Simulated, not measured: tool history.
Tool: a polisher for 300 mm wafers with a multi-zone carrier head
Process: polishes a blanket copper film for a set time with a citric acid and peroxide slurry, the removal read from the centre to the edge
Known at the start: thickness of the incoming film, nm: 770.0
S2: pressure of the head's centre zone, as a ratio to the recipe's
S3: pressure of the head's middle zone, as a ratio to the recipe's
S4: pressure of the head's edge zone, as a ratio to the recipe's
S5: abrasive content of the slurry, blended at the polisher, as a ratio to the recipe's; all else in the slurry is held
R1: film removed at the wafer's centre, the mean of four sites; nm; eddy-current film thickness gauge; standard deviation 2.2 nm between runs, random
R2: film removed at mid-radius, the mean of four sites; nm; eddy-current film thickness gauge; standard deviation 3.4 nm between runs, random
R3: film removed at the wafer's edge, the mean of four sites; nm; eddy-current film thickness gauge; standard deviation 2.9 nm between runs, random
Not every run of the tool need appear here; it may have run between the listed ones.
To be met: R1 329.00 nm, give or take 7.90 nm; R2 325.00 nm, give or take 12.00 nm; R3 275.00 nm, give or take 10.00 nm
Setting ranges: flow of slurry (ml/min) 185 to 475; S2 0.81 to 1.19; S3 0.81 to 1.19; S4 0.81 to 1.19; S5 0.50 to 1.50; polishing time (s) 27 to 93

Run 1, hour 0.0: flow of slurry (ml/min) 305, S2 1.00, S3 1.00, S4 1.00, S5 1.00, polishing time (s) 59. Result: R1 251.60 nm, R2 247.63 nm, R3 246.53 nm.
Run 2, hour 3.6: flow of slurry (ml/min) 305, S2 1.00, S3 1.00, S4 0.93, S5 1.00, polishing time (s) 59. Result: R1 248.87 nm, R2 249.49 nm, R3 233.53 nm.
Run 3, hour 10.5: flow of slurry (ml/min) 305, S2 1.00, S3 1.00, S4 0.87, S5 1.00, polishing time (s) 59. Result: R1 250.57 nm, R2 247.64 nm, R3 223.65 nm.
Run 4, hour 15.3: flow of slurry (ml/min) 350, S2 1.00, S3 1.00, S4 0.87, S5 1.00, polishing time (s) 59. Result: R1 254.57 nm, R2 247.67 nm, R3 231.00 nm.
Run 5, hour 23.6: flow of slurry (ml/min) 345, S2 1.02, S3 1.03, S4 0.89, S5 1.10, polishing time (s) 59. Result: R1 265.68 nm, R2 261.71 nm, R3 243.55 nm.
Run 6, hour 26.4: flow of slurry (ml/min) 345, S2 1.02, S3 0.96, S4 0.89, S5 1.10, polishing time (s) 59. Result: R1 264.84 nm, R2 248.91 nm, R3 235.85 nm.
Run 7, hour 29.2: flow of slurry (ml/min) 340, S2 1.04, S3 1.00, S4 0.89, S5 1.15, polishing time (s) 59. Result: R1 275.61 nm, R2 256.20 nm, R3 241.30 nm.
Run 8, hour 36.4: flow of slurry (ml/min) 335, S2 1.05, S3 1.03, S4 0.88, S5 1.20, polishing time (s) 59. Result: R1 281.31 nm, R2 269.05 nm, R3 243.42 nm.
Run 9, hour 41.4: flow of slurry (ml/min) 340, S2 1.06, S3 1.06, S4 0.88, S5 1.25, polishing time (s) 59. Result: R1 287.37 nm, R2 273.49 nm, R3 245.28 nm.
Run 10, hour 48.3: flow of slurry (ml/min) 340, S2 1.06, S3 1.06, S4 0.88, S5 1.25, polishing time (s) 59. Result: R1 284.62 nm, R2 277.76 nm, R3 248.00 nm.
Run 11, hour 49.5: flow of slurry (ml/min) 340, S2 1.06, S3 1.06, S4 0.88, S5 1.25, polishing time (s) 59. Result: R1 282.20 nm, R2 279.49 nm, R3 246.24 nm.
Run 12, hour 55.0: flow of slurry (ml/min) 350, S2 1.08, S3 1.08, S4 0.89, S5 1.30, polishing time (s) 59. Result: R1 291.27 nm, R2 286.62 nm, R3 244.81 nm.
At hour 56.4: worn pad replaced by a new one.
Run 13, hour 56.4: flow of slurry (ml/min) 350, S2 1.08, S3 1.08, S4 0.90, S5 1.35, polishing time (s) 60. Result: R1 317.47 nm, R2 304.73 nm, R3 269.36 nm.
Run 14, hour 60.6: flow of slurry (ml/min) 360, S2 1.08, S3 1.09, S4 0.90, S5 1.35, polishing time (s) 60. Result: R1 319.21 nm, R2 310.82 nm, R3 274.16 nm.
Run 15, hour 61.6: flow of slurry (ml/min) 365, S2 1.08, S3 1.10, S4 0.90, S5 1.35, polishing time (s) 60. Result: R1 315.22 nm, R2 312.81 nm, R3 270.73 nm.
Run 16, hour 66.7: flow of slurry (ml/min) 370, S2 1.08, S3 1.10, S4 0.90, S5 1.35, polishing time (s) 60. Result: R1 319.16 nm, R2 309.51 nm, R3 271.72 nm.
Run 17, hour 71.9: flow of slurry (ml/min) 375, S2 1.08, S3 1.11, S4 0.90, S5 1.35, polishing time (s) 60. Result: R1 320.35 nm, R2 315.73 nm, R3 274.06 nm.
Run 18, hour 77.9: flow of slurry (ml/min) 380, S2 1.08, S3 1.11, S4 0.90, S5 1.35, polishing time (s) 60. Result: R1 322.74 nm, R2 314.21 nm, R3 272.38 nm.
Run 19, hour 82.7: flow of slurry (ml/min) 385, S2 1.08, S3 1.12, S4 0.90, S5 1.35, polishing time (s) 60. Result: R1 324.05 nm, R2 317.06 nm, R3 267.87 nm.
Run 20, hour 87.9: flow of slurry (ml/min) 390, S2 1.07, S3 1.13, S4 0.91, S5 1.35, polishing time (s) 60. Result: R1 316.77 nm, R2 323.17 nm, R3 267.49 nm.

Consider the 5 candidate settings below. Which is the only one whose results all fall within their allowed miss of target?
Run A, hour 93.1: flow of slurry (ml/min) 295, S2 1.02, S3 1.14, S4 0.83, S5 1.45, polishing time (s) 60. Result: R1 ?, R2 ?, R3 ?.
Run B, hour 93.1: flow of slurry (ml/min) 275, S2 1.11, S3 1.15, S4 0.90, S5 1.45, polishing time (s) 61. Result: R1 ?, R2 ?, R3 ?.
Run C, hour 93.1: flow of slurry (ml/min) 445, S2 1.01, S3 1.19, S4 0.90, S5 1.50, polishing time (s) 58. Result: R1 ?, R2 ?, R3 ?.
Run D, hour 93.1: flow of slurry (ml/min) 460, S2 1.01, S3 1.03, S4 0.86, S5 1.25, polishing time (s) 67. Result: R1 ?, R2 ?, R3 ?.
Run E, hour 93.1: flow of slurry (ml/min) 430, S2 1.19, S3 1.16, S4 0.85, S5 1.40, polishing time (s) 57. Result: R1 ?, R2 ?, R3 ?.

move      R1      R2      R3
   A  302.10  323.23  261.26
   B  332.00  328.53  274.04
   C  302.20  336.88  270.70
   D  333.54  331.76  293.35
   E  343.26  317.64  254.33
A: moves away from the targets compared with the last run
B: meets every target
C: moves away from the targets compared with the last run
D: corrects the largest miss of the last run, while another result sits out of spec
E: takes the biggest miss from the last run beyond its target
Correct choice: B, which meets every target
